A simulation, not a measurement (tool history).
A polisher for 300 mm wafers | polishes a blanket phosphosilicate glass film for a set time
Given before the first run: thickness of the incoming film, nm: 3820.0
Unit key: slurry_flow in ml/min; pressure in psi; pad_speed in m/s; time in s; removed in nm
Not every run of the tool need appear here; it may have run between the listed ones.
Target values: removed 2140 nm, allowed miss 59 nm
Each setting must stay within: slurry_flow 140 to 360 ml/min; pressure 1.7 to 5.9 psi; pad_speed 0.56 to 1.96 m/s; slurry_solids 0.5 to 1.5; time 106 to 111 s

Run 1, hour 0: slurry_flow 230 ml/min, pressure 3.8 psi, pad_speed 1.26 m/s, slurry_solids 1, time 106 s. Result: removed 1397.5 nm.
Run 2, hour 7.5: slurry_flow 235 ml/min, pressure 4.1 psi, pad_speed 1.26 m/s, slurry_solids 1, time 106 s. Result: removed 1489.4 nm.
Run 3, hour 12.6: slurry_flow 235 ml/min, pressure 4.4 psi, pad_speed 1.26 m/s, slurry_solids 1, time 106 s. Result: removed 1610.6 nm.
Run 4, hour 15.9: slurry_flow 195 ml/min, pressure 4.4 psi, pad_speed 1.26 m/s, slurry_solids 1, time 106 s. Result: removed 1582 nm.
Run 5, hour 18.1: slurry_flow 195 ml/min, pressure 5 psi, pad_speed 1.26 m/s, slurry_solids 1, time 106 s. Result: removed 1787.7 nm.
Run 6, hour 24.9: slurry_flow 195 ml/min, pressure 5 psi, pad_speed 1.12 m/s, slurry_solids 1, time 106 s. Result: removed 1641 nm.
Run 7, hour 28.1: slurry_flow 200 ml/min, pressure 5.2 psi, pad_speed 1.14 m/s, slurry_solids 1, time 106 s. Result: removed 1723.9 nm.
Run 8, hour 32: slurry_flow 200 ml/min, pressure 5.3 psi, pad_speed 1.16 m/s, slurry_solids 1, time 106 s. Result: removed 1778.9 nm.
Run 9, hour 38.9: slurry_flow 200 ml/min, pressure 5.4 psi, pad_speed 1.18 m/s, slurry_solids 1, time 106 s. Result: removed 1824.9 nm.
Run 10, hour 42.2: slurry_flow 225 ml/min, pressure 5.9 psi, pad_speed 1.22 m/s, slurry_solids 1, time 106 s. Result: removed 2063.7 nm.

Exactly one of the 5 candidate moves below puts every result within its allowed miss. Which one?
Run A, hour 45.5: slurry_flow 225 ml/min, pressure 5.9 psi, pad_speed 1.3 m/s, slurry_solids 1.15, time 106 s. Result: removed ?.
Run B, hour 45.5: slurry_flow 225 ml/min, pressure 5.2 psi, pad_speed 1.4 m/s, slurry_solids 1.1, time 108 s. Result: removed ?.
Run C, hour 45.5: slurry_flow 235 ml/min, pressure 5.6 psi, pad_speed 1.14 m/s, slurry_solids 1.05, time 111 s. Result: removed ?.
Run D, hour 45.5: slurry_flow 225 ml/min, pressure 5.5 psi, pad_speed 1.48 m/s, slurry_solids 0.95, time 109 s. Result: removed ?.
Run E, hour 45.5: slurry_flow 200 ml/min, pressure 5.9 psi, pad_speed 1.26 m/s, slurry_solids 1.05, time 110 s. Result: removed ?.

move  removed
   A     2307
   B     2175
   C   2018.6
   D   2320.5
   E   2249.3
A: pushes the last run's worst result past its target
B: each result inside its tolerance
C: further off than the last run
D: pushes the last run's worst result past its target
E: pushes the last run's worst result past its target
So the answer is move B, the one that meets all the targets.

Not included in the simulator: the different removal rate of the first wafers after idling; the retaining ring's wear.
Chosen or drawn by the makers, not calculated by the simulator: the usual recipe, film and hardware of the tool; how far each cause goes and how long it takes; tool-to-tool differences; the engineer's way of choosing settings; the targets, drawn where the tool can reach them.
